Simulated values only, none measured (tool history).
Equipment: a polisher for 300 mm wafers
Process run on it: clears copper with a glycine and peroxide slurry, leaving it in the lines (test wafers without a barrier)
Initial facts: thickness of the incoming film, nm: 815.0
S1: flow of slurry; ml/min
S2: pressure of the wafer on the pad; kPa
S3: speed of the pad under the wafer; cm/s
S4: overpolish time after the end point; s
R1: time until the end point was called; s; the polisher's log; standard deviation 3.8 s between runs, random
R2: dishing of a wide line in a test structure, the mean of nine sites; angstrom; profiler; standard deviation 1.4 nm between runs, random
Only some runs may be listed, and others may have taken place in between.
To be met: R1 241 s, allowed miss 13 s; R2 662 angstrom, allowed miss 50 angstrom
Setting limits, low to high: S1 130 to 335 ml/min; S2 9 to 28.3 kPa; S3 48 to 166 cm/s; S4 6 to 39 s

{"run": 1, "hour": 0.0, "S1": 215, "S2": 18.6, "S3": 106, "S4": 20, "R1": 180.49, "R2": 633.48}
{"run": 2, "hour": 6.1, "S1": 215, "S2": 17.2, "S3": 104, "S4": 22, "R1": 193.65, "R2": 631.56}
{"run": 3, "hour": 10.9, "S1": 215, "S2": 15.9, "S3": 102, "S4": 24, "R1": 215.88, "R2": 655.65}
{"run": 4, "hour": 14.5, "S1": 215, "S2": 15.2, "S3": 102, "S4": 25, "R1": 215.44, "R2": 649.52}
{"run": 5, "hour": 19.4, "S1": 215, "S2": 14.5, "S3": 102, "S4": 26, "R1": 225.92, "R2": 617.59}
{"run": 6, "hour": 23.2, "S1": 215, "S2": 14.5, "S3": 102, "S4": 20, "R1": 225.24, "R2": 531.84}
{"run": 7, "hour": 30.6, "S1": 215, "S2": 14.5, "S3": 102, "S4": 22, "R1": 218.18, "R2": 547.39}
{"run": 8, "hour": 38.3, "S1": 215, "S2": 14.5, "S3": 100, "S4": 24, "R1": 234.99, "R2": 593.45}

Exactly one of the 5 candidate moves below puts every result within its allowed miss. Which one?
{"run": "A", "hour": 46.0, "S1": 210, "S2": 14.5, "S3": 94, "S4": 34, "R1": "?", "R2": "?"}
{"run": "B", "hour": 46.0, "S1": 185, "S2": 12.4, "S3": 120, "S4": 28, "R1": "?", "R2": "?"}
{"run": "C", "hour": 46.0, "S1": 240, "S2": 13.1, "S3": 88, "S4": 31, "R1": "?", "R2": "?"}
{"run": "D", "hour": 46.0, "S1": 195, "S2": 11.7, "S3": 100, "S4": 32, "R1": "?", "R2": "?"}
{"run": "E", "hour": 46.0, "S1": 255, "S2": 17.9, "S3": 74, "S4": 21, "R1": "?", "R2": "?"}

move=A R1=236.41 R2=749.61
move=B R1=234 R2=640.9
move=C R1=260.49 R2=647.56
move=D R1=270.58 R2=637.65
move=E R1=224.37 R2=542.75
A: takes the biggest miss from the last run beyond its target
B: every result lands within tolerance
C: corrects the largest miss of the last run, while another result sits out of spec
D: corrects the largest miss of the last run, while another result sits out of spec
E: further off than the last run
Move B is the one to make.
